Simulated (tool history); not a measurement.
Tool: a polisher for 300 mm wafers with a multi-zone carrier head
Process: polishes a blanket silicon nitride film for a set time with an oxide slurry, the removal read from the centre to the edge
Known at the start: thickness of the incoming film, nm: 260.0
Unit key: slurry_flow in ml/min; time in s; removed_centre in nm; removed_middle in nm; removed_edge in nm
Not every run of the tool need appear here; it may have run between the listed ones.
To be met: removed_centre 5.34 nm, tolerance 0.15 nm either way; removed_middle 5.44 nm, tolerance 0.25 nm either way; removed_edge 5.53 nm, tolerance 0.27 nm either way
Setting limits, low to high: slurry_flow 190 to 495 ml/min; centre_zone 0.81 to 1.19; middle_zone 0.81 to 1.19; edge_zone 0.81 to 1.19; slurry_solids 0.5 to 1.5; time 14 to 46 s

run,day,slurry_flow,centre_zone,middle_zone,edge_zone,slurry_solids,time,removed_centre,removed_middle,removed_edge
1,0,320,1,1,1,1,30,13.302,13.265,13.114
2,0.104,300,0.97,0.97,0.97,0.9,26,10.585,10.233,10.624
3,0.188,300,0.95,0.98,0.94,0.8,23,8.3006,8.6239,8.5401
4,0.521,365,0.95,0.98,0.94,0.8,23,8.6092,8.61,8.6864
5,0.675,370,0.93,0.97,0.92,0.75,22,7.637,7.7497,7.6021
6,0.783,370,0.93,0.89,0.92,0.75,22,7.5456,7.2866,7.7374
7,0.821,375,0.91,0.88,0.89,0.7,22,7.0132,6.7461,7.1796
8,1.175,380,0.89,0.88,0.87,0.65,22,6.3497,6.3758,6.658
9,1.492,385,0.89,0.86,0.81,0.5,21,4.338,4.1736,4.3997
10,1.717,395,0.89,0.88,0.83,0.5,21,4.4382,4.4424,4.4435
11,1.829,395,0.89,0.88,0.86,0.5,21,4.3949,4.3687,4.4633
12,2.075,395,0.89,0.88,0.86,0.5,21,4.4222,4.318,4.6022
13,2.112,390,0.98,0.98,0.96,0.75,21,7.5604,7.529,7.4555
14,2.196,385,0.96,0.96,0.94,0.7,21,6.9422,6.9193,6.9209
15,2.242,380,0.94,0.95,0.91,0.7,21,6.8179,7.1105,7.0337
16,2.296,370,0.93,0.94,0.89,0.65,21,6.3262,6.4428,6.3193
17,2.317,370,0.92,0.93,0.88,0.65,21,6.2791,6.2024,6.2137
18,2.546,370,0.91,0.93,0.88,0.65,21,6.1776,6.2365,6.4569
19,2.592,375,0.91,0.93,0.87,0.65,21,6.223,6.2873,6.2816
20,2.871,375,0.9,0.92,0.87,0.6,21,5.7189,5.8373,5.7195
21,2.908,375,0.89,0.91,0.87,0.6,21,5.6062,5.5183,5.7024
22,3.017,395,0.88,0.91,0.86,0.6,21,5.4745,5.6796,5.6075

Exactly one of the 5 candidate moves below puts every result within its allowed miss. Which one?
A,3.125,425,0.96,0.96,0.81,0.6,20,?,?,?
B,3.125,400,0.82,0.84,0.93,0.6,22,?,?,?
C,3.125,315,0.87,1,0.87,0.5,26,?,?,?
D,3.125,405,0.89,0.86,0.89,0.7,18,?,?,?
E,3.125,345,0.87,0.89,0.82,0.6,21,?,?,?

move,removed_centre,removed_middle,removed_edge
A,5.7723,5.7896,5.1739
B,5.4637,5.678,6.0454
C,5.2502,5.9815,5.3582
D,5.6532,5.5549,5.6837
E,5.4316,5.6133,5.3954
A: moves away from the targets compared with the last run
B: meets the target for the result that was furthest off, but another lies outside its allowed miss
C: moves away from the targets compared with the last run
D: meets the target for the result that was furthest off, but another lies outside its allowed miss
E: hits every target within its allowed miss
E meets every target.
